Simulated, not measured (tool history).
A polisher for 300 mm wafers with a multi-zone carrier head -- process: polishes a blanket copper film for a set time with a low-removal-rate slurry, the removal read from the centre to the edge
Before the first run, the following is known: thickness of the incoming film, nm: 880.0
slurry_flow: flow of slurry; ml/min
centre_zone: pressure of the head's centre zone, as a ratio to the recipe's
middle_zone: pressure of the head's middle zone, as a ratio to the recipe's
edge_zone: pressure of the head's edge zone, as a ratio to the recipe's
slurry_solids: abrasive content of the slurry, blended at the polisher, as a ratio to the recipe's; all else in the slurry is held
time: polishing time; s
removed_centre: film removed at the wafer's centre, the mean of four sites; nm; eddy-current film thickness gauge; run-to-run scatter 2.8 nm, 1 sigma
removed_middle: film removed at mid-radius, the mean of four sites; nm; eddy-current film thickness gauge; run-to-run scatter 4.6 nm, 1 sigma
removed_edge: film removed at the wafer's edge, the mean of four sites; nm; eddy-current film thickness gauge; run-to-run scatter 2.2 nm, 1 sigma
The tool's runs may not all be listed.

run,hour,slurry_flow,centre_zone,middle_zone,edge_zone,slurry_solids,time,removed_centre,removed_middle,removed_edge
1,0.0,285,1.00,1.00,1.00,1.00,86,220.98,213.24,210.67
2,8.4,290,0.99,1.02,1.02,1.05,89,229.66,224.72,221.84
3,10.0,290,0.99,1.02,1.07,1.05,89,226.39,226.22,228.05
4,15.6,290,0.99,1.06,1.07,1.05,89,225.06,234.32,225.36
5,16.5,265,0.99,1.06,1.07,1.05,89,226.37,231.22,225.41
6,23.2,265,0.99,1.06,1.01,1.05,89,222.52,232.52,221.12
7,26.1,295,0.92,1.16,1.10,1.30,110,283.53,326.44,301.58
8,30.0,300,0.92,1.16,1.10,1.30,110,281.26,328.91,301.74

The next listed run, before its measurement:
9,33.5,305,0.92,1.16,1.10,1.30,110,?,?,?

Run 9 came out at removed_centre 277.69 nm, removed_middle 329.97 nm, removed_edge 303.97 nm.
